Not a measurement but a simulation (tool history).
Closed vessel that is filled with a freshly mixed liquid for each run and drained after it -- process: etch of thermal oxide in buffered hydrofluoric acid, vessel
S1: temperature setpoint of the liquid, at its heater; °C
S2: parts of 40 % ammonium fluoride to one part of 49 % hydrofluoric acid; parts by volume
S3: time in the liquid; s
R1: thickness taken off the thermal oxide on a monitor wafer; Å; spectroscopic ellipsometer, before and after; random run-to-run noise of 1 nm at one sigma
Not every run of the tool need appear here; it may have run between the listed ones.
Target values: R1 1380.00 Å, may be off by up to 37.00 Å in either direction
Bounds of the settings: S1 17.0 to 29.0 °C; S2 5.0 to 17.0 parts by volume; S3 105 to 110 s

Run 1, hour 0.0: S1 21.0 °C, S2 10.5 parts by volume, S3 105 s. Result: R1 952.08 Å.
Run 2, hour 2.3: S1 21.0 °C, S2 12.0 parts by volume, S3 105 s. Result: R1 833.53 Å.
Run 3, hour 7.5: S1 21.0 °C, S2 12.0 parts by volume, S3 110 s. Result: R1 865.56 Å.
Run 4, hour 13.3: S1 22.0 °C, S2 12.0 parts by volume, S3 110 s. Result: R1 916.17 Å.
Run 5, hour 17.1: S1 22.0 °C, S2 13.0 parts by volume, S3 110 s. Result: R1 861.44 Å.
Run 6, hour 22.7: S1 22.0 °C, S2 13.0 parts by volume, S3 110 s. Result: R1 855.33 Å.
Run 7, hour 31.9: S1 23.0 °C, S2 13.0 parts by volume, S3 110 s. Result: R1 903.22 Å.
Run 8, hour 35.4: S1 27.0 °C, S2 11.5 parts by volume, S3 110 s. Result: R1 1261.80 Å.
Run 9, hour 42.9: S1 28.0 °C, S2 11.5 parts by volume, S3 110 s. Result: R1 1305.00 Å.

5 next moves are on the table. One of them brings every result within its allowed miss. Which?
Run A, hour 50.4: S1 28.5 °C, S2 10.5 parts by volume, S3 110 s. Result: R1 ?.
Run B, hour 50.4: S1 27.5 °C, S2 10.0 parts by volume, S3 110 s. Result: R1 ?.
Run C, hour 50.4: S1 29.0 °C, S2 11.0 parts by volume, S3 105 s. Result: R1 ?.
Run D, hour 50.4: S1 27.0 °C, S2 10.0 parts by volume, S3 110 s. Result: R1 ?.
Run E, hour 50.4: S1 29.0 °C, S2 12.0 parts by volume, S3 105 s. Result: R1 ?.

move       R1
   A  1482.70
   B  1474.30
   C  1388.90
   D  1435.50
   E  1276.00
A: takes the biggest miss from the last run beyond its target
B: takes the biggest miss from the last run beyond its target
C: meets every target
D: takes the biggest miss from the last run beyond its target
E: misses by more than the last run did
Move C is the one to make.

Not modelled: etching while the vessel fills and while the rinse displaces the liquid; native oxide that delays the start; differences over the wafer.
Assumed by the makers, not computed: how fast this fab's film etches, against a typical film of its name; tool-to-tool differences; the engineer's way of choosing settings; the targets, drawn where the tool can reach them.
